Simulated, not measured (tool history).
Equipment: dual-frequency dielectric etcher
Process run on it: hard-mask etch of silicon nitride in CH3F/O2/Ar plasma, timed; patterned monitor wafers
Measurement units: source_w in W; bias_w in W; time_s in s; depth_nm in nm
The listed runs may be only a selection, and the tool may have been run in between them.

Run 1, day 0: source_w 390 W, bias_w 80 W, time_s 78.5 s. Result: depth_nm 58.161 nm.
Run 2, day 0.254: source_w 390 W, bias_w 74 W, time_s 78.5 s. Result: depth_nm 55.92 nm.
Run 3, day 0.346: source_w 410 W, bias_w 75 W, time_s 78.5 s. Result: depth_nm 57.433 nm.
Run 4, day 0.404: source_w 360 W, bias_w 75 W, time_s 78.5 s. Result: depth_nm 55.021 nm.
Run 5, day 0.6: source_w 390 W, bias_w 76 W, time_s 78.5 s. Result: depth_nm 57.777 nm.
Run 6, day 0.867: source_w 410 W, bias_w 77 W, time_s 78.5 s. Result: depth_nm 58.417 nm.
Run 7, day 1.108: source_w 420 W, bias_w 78 W, time_s 78.5 s. Result: depth_nm 59.474 nm.
Run 8, day 1.325: source_w 430 W, bias_w 78 W, time_s 78.5 s. Result: depth_nm 60.303 nm.
Run 9, day 1.504: source_w 440 W, bias_w 78 W, time_s 78.5 s. Result: depth_nm 61.243 nm.

Predict the results of run 10:
Run 10, day 1.821: source_w 450 W, bias_w 78 W, time_s 78.5 s. Result: depth_nm ?.

depth_nm: 60.91 nm

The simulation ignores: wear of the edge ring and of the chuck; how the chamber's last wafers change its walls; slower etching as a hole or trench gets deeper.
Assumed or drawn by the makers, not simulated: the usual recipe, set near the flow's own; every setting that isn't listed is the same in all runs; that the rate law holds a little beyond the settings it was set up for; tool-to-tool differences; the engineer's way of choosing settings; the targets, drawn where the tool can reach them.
